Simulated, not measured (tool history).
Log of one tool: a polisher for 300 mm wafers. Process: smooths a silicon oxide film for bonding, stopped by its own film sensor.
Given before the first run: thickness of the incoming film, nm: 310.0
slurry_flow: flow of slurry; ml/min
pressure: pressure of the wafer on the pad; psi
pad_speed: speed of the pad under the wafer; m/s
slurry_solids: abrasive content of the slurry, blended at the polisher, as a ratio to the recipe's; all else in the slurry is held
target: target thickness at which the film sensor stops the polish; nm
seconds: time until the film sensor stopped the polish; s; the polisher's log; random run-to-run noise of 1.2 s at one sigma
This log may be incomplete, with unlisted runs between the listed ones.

run 1 day=0.000 | slurry_flow=210 pressure=1.8 pad_speed=0.98 slurry_solids=1.0 target=283 | seconds=41.486
run 2 day=0.092 | slurry_flow=235 pressure=1.8 pad_speed=0.98 slurry_solids=1.0 target=283 | seconds=40.888
run 3 day=0.458 | slurry_flow=235 pressure=1.6 pad_speed=0.96 slurry_solids=1.0 target=283 | seconds=44.778
run 4 day=0.688 | slurry_flow=235 pressure=1.6 pad_speed=0.96 slurry_solids=1.0 target=283 | seconds=46.682
run 5 day=0.908 | slurry_flow=255 pressure=1.6 pad_speed=0.96 slurry_solids=1.0 target=283 | seconds=46.174
run 6 day=1.046 | slurry_flow=255 pressure=1.4 pad_speed=0.94 slurry_solids=1.0 target=283 | seconds=52.760

For run 7, what comes out?
run 7 day=1.129 | slurry_flow=255 pressure=1.4 pad_speed=0.94 slurry_solids=1.0 target=283 | seconds=?

Run 7 came out at seconds 53.311 s.

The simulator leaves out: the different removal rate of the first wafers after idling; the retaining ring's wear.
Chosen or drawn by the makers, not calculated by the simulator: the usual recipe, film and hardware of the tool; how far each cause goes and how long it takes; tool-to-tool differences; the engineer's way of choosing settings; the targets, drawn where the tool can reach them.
